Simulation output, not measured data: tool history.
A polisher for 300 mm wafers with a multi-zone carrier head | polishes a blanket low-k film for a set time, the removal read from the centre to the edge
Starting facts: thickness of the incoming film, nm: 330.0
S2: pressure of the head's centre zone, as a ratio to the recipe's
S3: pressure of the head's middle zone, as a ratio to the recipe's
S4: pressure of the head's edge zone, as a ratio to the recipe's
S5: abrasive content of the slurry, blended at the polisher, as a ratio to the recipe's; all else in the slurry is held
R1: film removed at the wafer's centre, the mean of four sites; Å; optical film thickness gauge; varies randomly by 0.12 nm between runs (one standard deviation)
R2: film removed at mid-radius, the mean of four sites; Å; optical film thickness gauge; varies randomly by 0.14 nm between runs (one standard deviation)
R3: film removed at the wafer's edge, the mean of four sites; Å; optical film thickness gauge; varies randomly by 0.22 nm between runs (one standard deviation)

Run 1, hour 0.0: flow of slurry (ml/min) 125, S2 1.00, S3 1.00, S4 1.00, S5 1.00, polishing time (s) 69. Result: R1 228.65 Å, R2 222.25 Å, R3 223.87 Å.
Run 2, hour 8.5: flow of slurry (ml/min) 125, S2 1.00, S3 1.00, S4 0.94, S5 1.00, polishing time (s) 69. Result: R1 226.27 Å, R2 219.12 Å, R3 219.46 Å.
Run 3, hour 13.8: flow of slurry (ml/min) 125, S2 0.93, S3 1.00, S4 0.94, S5 1.00, polishing time (s) 69. Result: R1 213.59 Å, R2 223.66 Å, R3 220.21 Å.
Run 4, hour 22.8: flow of slurry (ml/min) 115, S2 0.93, S3 0.96, S4 0.95, S5 0.95, polishing time (s) 69. Result: R1 207.09 Å, R2 208.54 Å, R3 216.86 Å.
Run 5, hour 30.7: flow of slurry (ml/min) 115, S2 0.93, S3 1.02, S4 0.95, S5 0.95, polishing time (s) 69. Result: R1 209.32 Å, R2 222.46 Å, R3 216.76 Å.
Run 6, hour 35.5: flow of slurry (ml/min) 110, S2 0.93, S3 0.98, S4 0.95, S5 0.90, polishing time (s) 69. Result: R1 201.13 Å, R2 204.43 Å, R3 211.55 Å.

Run 7 is up next; what results do you expect?
Run 7, hour 40.2: flow of slurry (ml/min) 105, S2 0.93, S3 0.95, S4 0.94, S5 0.90, polishing time (s) 69. Result: R1 ?, R2 ?, R3 ?.

R1: 199.77 Å
R2: 200.87 Å
R3: 209.37 Å
